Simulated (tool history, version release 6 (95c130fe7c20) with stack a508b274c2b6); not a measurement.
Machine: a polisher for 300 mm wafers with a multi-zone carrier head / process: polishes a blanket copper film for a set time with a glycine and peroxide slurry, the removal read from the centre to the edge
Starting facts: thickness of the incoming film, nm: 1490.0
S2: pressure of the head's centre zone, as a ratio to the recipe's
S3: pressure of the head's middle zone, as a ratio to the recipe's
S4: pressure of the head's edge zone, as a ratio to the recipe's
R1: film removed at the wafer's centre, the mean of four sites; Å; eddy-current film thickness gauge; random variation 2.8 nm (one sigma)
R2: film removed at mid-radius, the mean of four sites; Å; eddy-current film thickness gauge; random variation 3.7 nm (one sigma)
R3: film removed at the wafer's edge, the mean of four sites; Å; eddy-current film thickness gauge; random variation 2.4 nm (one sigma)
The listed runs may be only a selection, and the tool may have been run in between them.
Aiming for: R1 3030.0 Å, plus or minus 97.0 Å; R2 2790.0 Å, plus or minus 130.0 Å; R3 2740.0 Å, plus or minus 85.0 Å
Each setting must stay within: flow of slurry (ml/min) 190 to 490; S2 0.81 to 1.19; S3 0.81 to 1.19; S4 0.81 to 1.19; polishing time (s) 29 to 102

Run 1, hour 0.0: flow of slurry (ml/min) 315, S2 1.00, S3 1.00, S4 1.00, polishing time (s) 65. Result: R1 3535.5 Å, R2 3584.5 Å, R3 3619.6 Å.
Run 2, hour 5.4: flow of slurry (ml/min) 315, S2 1.00, S3 0.94, S4 1.00, polishing time (s) 65. Result: R1 3499.0 Å, R2 3473.7 Å, R3 3629.4 Å.
Run 3, hour 12.5: flow of slurry (ml/min) 315, S2 1.00, S3 0.94, S4 1.00, polishing time (s) 71. Result: R1 3818.2 Å, R2 3837.9 Å, R3 3975.7 Å.
Run 4, hour 19.4: flow of slurry (ml/min) 315, S2 0.97, S3 0.94, S4 1.00, polishing time (s) 71. Result: R1 3767.6 Å, R2 3851.9 Å, R3 3943.2 Å.
Run 5, hour 26.7: flow of slurry (ml/min) 315, S2 0.89, S3 0.94, S4 1.00, polishing time (s) 71. Result: R1 3394.6 Å, R2 3878.3 Å, R3 3960.0 Å.
Run 6, hour 28.9: flow of slurry (ml/min) 315, S2 0.94, S3 0.94, S4 0.95, polishing time (s) 65. Result: R1 3363.6 Å, R2 3516.3 Å, R3 3557.4 Å.
Run 7, hour 33.8: flow of slurry (ml/min) 315, S2 0.96, S3 0.94, S4 0.91, polishing time (s) 60. Result: R1 3099.9 Å, R2 3235.9 Å, R3 3219.6 Å.
Run 8, hour 38.0: flow of slurry (ml/min) 315, S2 1.00, S3 0.93, S4 0.88, polishing time (s) 57. Result: R1 3126.8 Å, R2 3018.9 Å, R3 2977.0 Å.
Run 9, hour 45.8: flow of slurry (ml/min) 310, S2 1.00, S3 0.92, S4 0.86, polishing time (s) 56. Result: R1 3009.9 Å, R2 3012.7 Å, R3 2904.6 Å.
Run 10, hour 46.7: flow of slurry (ml/min) 310, S2 1.02, S3 0.90, S4 0.85, polishing time (s) 55. Result: R1 2996.9 Å, R2 2902.7 Å, R3 2795.2 Å.
Run 11, hour 50.7: flow of slurry (ml/min) 310, S2 1.03, S3 0.89, S4 0.85, polishing time (s) 55. Result: R1 2983.8 Å, R2 2873.9 Å, R3 2838.4 Å.
At hour 58.4: slurry nozzle cleaned.
Run 12, hour 58.4: flow of slurry (ml/min) 310, S2 1.05, S3 0.88, S4 0.84, polishing time (s) 55. Result: R1 3255.6 Å, R2 2892.0 Å, R3 2878.0 Å.
Run 13, hour 64.3: flow of slurry (ml/min) 300, S2 1.04, S3 0.88, S4 0.83, polishing time (s) 55. Result: R1 3131.0 Å, R2 2921.7 Å, R3 2844.3 Å.

Next run, 4 choices. One meets every target within its allowed miss, the rest don't. Which?
Run A, hour 70.2: flow of slurry (ml/min) 310, S2 1.09, S3 0.92, S4 0.87, polishing time (s) 54. Result: R1 ?, R2 ?, R3 ?.
Run B, hour 70.2: flow of slurry (ml/min) 325, S2 1.09, S3 0.90, S4 0.81, polishing time (s) 56. Result: R1 ?, R2 ?, R3 ?.
Run C, hour 70.2: flow of slurry (ml/min) 355, S2 1.06, S3 0.87, S4 0.87, polishing time (s) 51. Result: R1 ?, R2 ?, R3 ?.
Run D, hour 70.2: flow of slurry (ml/min) 305, S2 1.09, S3 1.01, S4 0.81, polishing time (s) 55. Result: R1 ?, R2 ?, R3 ?.

move      R1      R2      R3
   A  3251.4  2928.4  2893.1
   B  3389.4  3019.1  2917.9
   C  3028.4  2727.6  2761.3
   D  3306.6  3121.5  2848.9
A: lands further from the targets than the last run did
B: lands further from the targets than the last run did
C: all results land within tolerance of their targets
D: lands further from the targets than the last run did
Correct choice: C, which meets every target
